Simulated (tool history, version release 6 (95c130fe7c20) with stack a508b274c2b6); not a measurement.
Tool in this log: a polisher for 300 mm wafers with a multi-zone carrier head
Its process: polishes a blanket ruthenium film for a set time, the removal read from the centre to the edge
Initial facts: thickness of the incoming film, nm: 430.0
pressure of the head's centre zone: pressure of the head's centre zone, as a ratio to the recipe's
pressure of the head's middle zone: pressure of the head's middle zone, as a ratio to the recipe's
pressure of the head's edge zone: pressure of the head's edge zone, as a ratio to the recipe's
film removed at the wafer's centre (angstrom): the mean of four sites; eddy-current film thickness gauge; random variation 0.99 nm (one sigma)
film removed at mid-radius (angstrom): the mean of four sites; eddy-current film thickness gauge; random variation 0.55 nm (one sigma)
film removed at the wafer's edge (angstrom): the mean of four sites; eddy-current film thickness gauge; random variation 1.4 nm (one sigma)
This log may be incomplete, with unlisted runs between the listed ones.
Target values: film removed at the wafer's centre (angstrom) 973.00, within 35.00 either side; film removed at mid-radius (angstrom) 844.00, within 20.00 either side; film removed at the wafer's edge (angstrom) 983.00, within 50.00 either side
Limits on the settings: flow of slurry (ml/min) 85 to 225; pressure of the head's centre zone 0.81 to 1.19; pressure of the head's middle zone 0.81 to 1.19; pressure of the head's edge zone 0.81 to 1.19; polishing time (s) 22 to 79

run	day	flow of slurry (ml/min)	pressure of the head's centre zone	pressure of the head's middle zone	pressure of the head's edge zone	polishing time (s)	film removed at the wafer's centre (angstrom)	film removed at mid-radius (angstrom)	film removed at the wafer's edge (angstrom)
1	0.000	145	1.00	1.00	1.00	50	747.63	761.08	759.14
2	0.375	155	1.02	0.98	1.04	51	788.63	774.25	806.73
3	0.462	155	1.02	1.06	1.04	51	772.86	827.21	809.15
4	0.612	155	1.02	1.06	1.12	51	791.17	825.89	826.98
5	0.904	155	1.10	1.06	1.12	51	841.13	827.23	825.54
6	1.200	160	1.09	1.03	1.14	52	864.90	834.28	827.15
7	1.504	145	1.08	1.00	1.15	55	877.22	834.00	890.51
8	1.542	140	1.09	0.98	1.16	56	903.83	824.86	918.17
9	1.738	140	1.10	0.97	1.17	57	928.99	842.19	939.30
10	1.975	140	1.10	0.96	1.17	57	927.00	831.82	965.94
11	2.267	140	1.11	0.96	1.17	57	955.53	817.62	938.01

Which single option among these 5 for the next run brings every result within its allowed miss of target? Just one does.
A	2.558	140	1.05	0.81	1.15	62	?	?	?
B	2.558	105	1.09	0.90	1.18	63	?	?	?
C	2.558	105	1.04	0.88	1.19	65	?	?	?
D	2.558	165	1.09	0.90	1.19	56	?	?	?
E	2.558	110	1.12	0.94	1.15	63	?	?	?

move	film removed at the wafer's centre (angstrom)	film removed at mid-radius (angstrom)	film removed at the wafer's edge (angstrom)
A	958.72	782.79	996.66
B	926.45	802.24	970.97
C	911.58	812.64	1006.50
D	934.82	797.50	938.10
E	968.30	843.84	967.06
A: its largest miss is bigger than the last run's
B: its largest miss is bigger than the last run's
C: its largest miss is bigger than the last run's
D: its largest miss is bigger than the last run's
E: every result lands within tolerance
Answer: E
